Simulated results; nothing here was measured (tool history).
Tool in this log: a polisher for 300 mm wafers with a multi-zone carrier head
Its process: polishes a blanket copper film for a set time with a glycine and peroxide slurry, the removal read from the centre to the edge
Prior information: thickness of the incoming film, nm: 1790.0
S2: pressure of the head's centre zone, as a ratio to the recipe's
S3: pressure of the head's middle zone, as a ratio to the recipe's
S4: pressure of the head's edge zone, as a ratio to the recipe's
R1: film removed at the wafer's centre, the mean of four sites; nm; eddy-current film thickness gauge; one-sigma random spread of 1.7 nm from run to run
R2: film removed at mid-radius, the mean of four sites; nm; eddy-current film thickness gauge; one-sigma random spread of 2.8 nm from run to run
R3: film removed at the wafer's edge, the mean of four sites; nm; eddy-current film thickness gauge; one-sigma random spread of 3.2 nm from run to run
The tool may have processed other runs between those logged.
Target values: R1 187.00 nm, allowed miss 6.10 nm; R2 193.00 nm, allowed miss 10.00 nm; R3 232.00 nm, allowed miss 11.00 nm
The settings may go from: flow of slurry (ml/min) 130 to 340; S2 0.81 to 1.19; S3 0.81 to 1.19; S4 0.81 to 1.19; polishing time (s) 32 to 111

{"run": 1, "hour": 0.0, "flow of slurry (ml/min)": 220, "S2": 1.0, "S3": 1.0, "S4": 1.0, "polishing time (s)": 71, "R1": 435.19, "R2": 413.6, "R3": 420.85}
{"run": 2, "hour": 3.8, "flow of slurry (ml/min)": 205, "S2": 0.97, "S3": 0.98, "S4": 1.0, "polishing time (s)": 65, "R1": 374.94, "R2": 375.46, "R3": 386.5}
{"run": 3, "hour": 10.0, "flow of slurry (ml/min)": 205, "S2": 0.97, "S3": 0.98, "S4": 0.94, "polishing time (s)": 65, "R1": 373.74, "R2": 372.22, "R3": 378.4}
{"run": 4, "hour": 12.2, "flow of slurry (ml/min)": 195, "S2": 0.96, "S3": 0.96, "S4": 0.93, "polishing time (s)": 60, "R1": 337.26, "R2": 350.4, "R3": 345.15}
{"run": 5, "hour": 19.5, "flow of slurry (ml/min)": 195, "S2": 0.96, "S3": 0.96, "S4": 0.87, "polishing time (s)": 60, "R1": 337.77, "R2": 332.59, "R3": 335.47}
{"run": 6, "hour": 22.6, "flow of slurry (ml/min)": 195, "S2": 0.96, "S3": 0.96, "S4": 0.87, "polishing time (s)": 71, "R1": 393.28, "R2": 402.05, "R3": 403.09}
{"run": 7, "hour": 28.1, "flow of slurry (ml/min)": 185, "S2": 0.95, "S3": 0.94, "S4": 0.89, "polishing time (s)": 65, "R1": 357.74, "R2": 357.64, "R3": 359.61}
{"run": 8, "hour": 36.5, "flow of slurry (ml/min)": 180, "S2": 0.93, "S3": 0.92, "S4": 0.93, "polishing time (s)": 60, "R1": 324.44, "R2": 322.8, "R3": 345.44}
{"run": 9, "hour": 38.9, "flow of slurry (ml/min)": 175, "S2": 0.91, "S3": 0.91, "S4": 0.93, "polishing time (s)": 56, "R1": 292.64, "R2": 303.77, "R3": 312.32}
{"run": 10, "hour": 43.4, "flow of slurry (ml/min)": 170, "S2": 0.9, "S3": 0.9, "S4": 0.97, "polishing time (s)": 53, "R1": 273.64, "R2": 282.0, "R3": 315.22}
{"run": 11, "hour": 51.7, "flow of slurry (ml/min)": 150, "S2": 0.82, "S3": 0.82, "S4": 0.92, "polishing time (s)": 33, "R1": 150.86, "R2": 153.83, "R3": 179.98}
{"run": 12, "hour": 59.6, "flow of slurry (ml/min)": 160, "S2": 0.83, "S3": 0.83, "S4": 0.94, "polishing time (s)": 33, "R1": 153.21, "R2": 156.75, "R3": 183.49}
{"run": 13, "hour": 67.8, "flow of slurry (ml/min)": 160, "S2": 0.84, "S3": 0.84, "S4": 0.96, "polishing time (s)": 33, "R1": 154.59, "R2": 159.18, "R3": 185.11}
{"run": 14, "hour": 76.5, "flow of slurry (ml/min)": 205, "S2": 0.9, "S3": 0.88, "S4": 1.06, "polishing time (s)": 43, "R1": 229.99, "R2": 227.06, "R3": 263.71}
{"run": 15, "hour": 83.2, "flow of slurry (ml/min)": 205, "S2": 0.89, "S3": 0.87, "S4": 1.05, "polishing time (s)": 43, "R1": 224.17, "R2": 227.54, "R3": 263.18}
{"run": 16, "hour": 87.3, "flow of slurry (ml/min)": 200, "S2": 0.88, "S3": 0.86, "S4": 1.04, "polishing time (s)": 43, "R1": 227.23, "R2": 221.13, "R3": 259.79}
{"run": 17, "hour": 94.1, "flow of slurry (ml/min)": 195, "S2": 0.87, "S3": 0.86, "S4": 1.03, "polishing time (s)": 43, "R1": 220.91, "R2": 223.79, "R3": 256.95}
{"run": 18, "hour": 102.5, "flow of slurry (ml/min)": 185, "S2": 0.86, "S3": 0.85, "S4": 1.02, "polishing time (s)": 43, "R1": 210.32, "R2": 223.72, "R3": 258.13}
{"run": 19, "hour": 109.7, "flow of slurry (ml/min)": 180, "S2": 0.86, "S3": 0.84, "S4": 1.01, "polishing time (s)": 43, "R1": 214.17, "R2": 213.54, "R3": 247.11}
{"run": 20, "hour": 115.5, "flow of slurry (ml/min)": 175, "S2": 0.85, "S3": 0.84, "S4": 1.01, "polishing time (s)": 43, "R1": 212.42, "R2": 210.52, "R3": 254.56}
{"run": 21, "hour": 122.0, "flow of slurry (ml/min)": 175, "S2": 0.81, "S3": 0.85, "S4": 0.97, "polishing time (s)": 36, "R1": 167.3, "R2": 186.42, "R3": 210.61}
{"run": 22, "hour": 123.1, "flow of slurry (ml/min)": 215, "S2": 0.84, "S3": 0.85, "S4": 1.06, "polishing time (s)": 35, "R1": 175.13, "R2": 188.71, "R3": 209.93}

5 candidate next runs follow, results not yet known. Just one meets every target within its allowed miss. Identify it.
{"run": "A", "hour": 124.2, "flow of slurry (ml/min)": 235, "S2": 0.9, "S3": 0.93, "S4": 0.94, "polishing time (s)": 34, "R1": "?", "R2": "?", "R3": "?"}
{"run": "B", "hour": 124.2, "flow of slurry (ml/min)": 295, "S2": 0.95, "S3": 0.93, "S4": 0.98, "polishing time (s)": 33, "R1": "?", "R2": "?", "R3": "?"}
{"run": "C", "hour": 124.2, "flow of slurry (ml/min)": 245, "S2": 0.85, "S3": 0.88, "S4": 1.01, "polishing time (s)": 32, "R1": "?", "R2": "?", "R3": "?"}
{"run": "D", "hour": 124.2, "flow of slurry (ml/min)": 130, "S2": 0.81, "S3": 0.81, "S4": 1.16, "polishing time (s)": 42, "R1": "?", "R2": "?", "R3": "?"}
{"run": "E", "hour": 124.2, "flow of slurry (ml/min)": 275, "S2": 0.84, "S3": 0.84, "S4": 1.12, "polishing time (s)": 36, "R1": "?", "R2": "?", "R3": "?"}

move=A R1=184.49 R2=193.84 R3=199.27
move=B R1=194.81 R2=193.18 R3=201.00
move=C R1=164.85 R2=175.23 R3=194.49
move=D R1=179.73 R2=190.44 R3=249.60
move=E R1=186.03 R2=192.35 R3=232.01
A: moves away from the targets compared with the last run
B: moves away from the targets compared with the last run
C: moves away from the targets compared with the last run
D: takes the biggest miss from the last run beyond its target
E: meets every target
So the answer is move E, the one that meets all the targets.
